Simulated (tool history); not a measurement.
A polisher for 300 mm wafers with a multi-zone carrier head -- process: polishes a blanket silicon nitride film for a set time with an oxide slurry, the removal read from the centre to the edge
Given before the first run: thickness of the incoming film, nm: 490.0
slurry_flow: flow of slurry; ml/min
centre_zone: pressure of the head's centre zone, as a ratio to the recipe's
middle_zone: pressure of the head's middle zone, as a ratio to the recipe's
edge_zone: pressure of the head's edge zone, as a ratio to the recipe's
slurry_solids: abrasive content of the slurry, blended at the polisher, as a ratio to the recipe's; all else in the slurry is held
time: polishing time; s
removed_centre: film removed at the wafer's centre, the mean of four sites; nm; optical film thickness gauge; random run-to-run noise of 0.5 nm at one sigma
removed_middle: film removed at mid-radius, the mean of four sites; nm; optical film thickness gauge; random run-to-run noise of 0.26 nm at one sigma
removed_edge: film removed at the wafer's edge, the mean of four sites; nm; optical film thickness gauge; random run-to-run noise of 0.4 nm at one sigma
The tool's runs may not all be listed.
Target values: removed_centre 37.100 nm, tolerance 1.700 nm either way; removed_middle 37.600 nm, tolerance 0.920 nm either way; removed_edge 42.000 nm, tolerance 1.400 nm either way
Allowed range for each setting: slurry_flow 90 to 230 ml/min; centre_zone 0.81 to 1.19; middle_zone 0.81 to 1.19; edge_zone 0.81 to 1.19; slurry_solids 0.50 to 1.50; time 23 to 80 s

| run | hour | slurry_flow | centre_zone | middle_zone | edge_zone | slurry_solids | time | removed_centre | removed_middle | removed_edge |
|---|---|---|---|---|---|---|---|---|---|---|
| 1 | 0.0 | 150 | 1.00 | 1.00 | 1.00 | 1.00 | 51 | 31.508 | 30.890 | 31.301 |
| 2 | 2.3 | 150 | 0.96 | 1.00 | 1.00 | 1.00 | 51 | 30.620 | 30.296 | 30.851 |
| 3 | 8.8 | 150 | 0.96 | 1.00 | 0.92 | 1.00 | 51 | 30.862 | 30.210 | 29.978 |
| 4 | 17.4 | 155 | 0.95 | 0.99 | 1.00 | 1.15 | 51 | 33.195 | 33.259 | 34.483 |
| 5 | 20.8 | 155 | 0.95 | 0.99 | 1.00 | 1.00 | 51 | 29.867 | 30.185 | 31.491 |
| 6 | 27.1 | 155 | 0.89 | 0.99 | 1.00 | 1.00 | 51 | 29.479 | 30.350 | 31.852 |
| 7 | 28.2 | 170 | 0.91 | 0.98 | 1.04 | 1.10 | 51 | 31.072 | 32.540 | 34.786 |
| 8 | 34.4 | 180 | 0.94 | 0.97 | 1.07 | 1.15 | 51 | 33.816 | 33.217 | 35.757 |
| 9 | 42.8 | 185 | 0.93 | 0.97 | 1.10 | 1.20 | 51 | 35.196 | 34.586 | 37.736 |
| 10 | 49.5 | 190 | 0.92 | 0.97 | 1.13 | 1.25 | 51 | 36.261 | 35.945 | 39.046 |
| 11 | 54.8 | 195 | 0.91 | 0.97 | 1.15 | 1.25 | 51 | 35.034 | 35.216 | 39.816 |
| 12 | 58.1 | 200 | 0.91 | 0.98 | 1.16 | 1.25 | 51 | 35.863 | 36.101 | 39.781 |
| 13 | 61.5 | 205 | 0.90 | 0.98 | 1.17 | 1.25 | 51 | 34.939 | 35.648 | 40.018 |
| 14 | 66.8 | 205 | 0.90 | 0.98 | 1.18 | 1.25 | 51 | 34.934 | 35.895 | 40.861 |
| 15 | 71.3 | 210 | 0.91 | 0.99 | 1.18 | 1.25 | 51 | 35.446 | 36.211 | 40.572 |

Exactly one of the 5 candidate moves below puts every result within its allowed miss. Which one?
| A | 75.8 | 210 | 0.82 | 0.95 | 1.19 | 1.15 | 54 | ? | ? | ? |
| B | 75.8 | 190 | 0.93 | 1.00 | 1.19 | 1.25 | 53 | ? | ? | ? |
| C | 75.8 | 225 | 0.91 | 0.91 | 1.19 | 0.85 | 67 | ? | ? | ? |
| D | 75.8 | 170 | 0.83 | 0.91 | 1.19 | 1.35 | 52 | ? | ? | ? |
| E | 75.8 | 210 | 0.91 | 1.00 | 1.19 | 1.50 | 45 | ? | ? | ? |

| move | removed_centre | removed_middle | removed_edge |
|---|---|---|---|
| A | 32.754 | 35.237 | 41.417 |
| B | 37.263 | 37.191 | 42.025 |
| C | 36.683 | 34.460 | 41.926 |
| D | 33.362 | 34.380 | 42.283 |
| E | 34.294 | 34.881 | 39.259 |
A: lands further from the targets than the last run did
B: meets every target
C: lands further from the targets than the last run did
D: lands further from the targets than the last run did
E: lands further from the targets than the last run did
The move that meets every target is B.
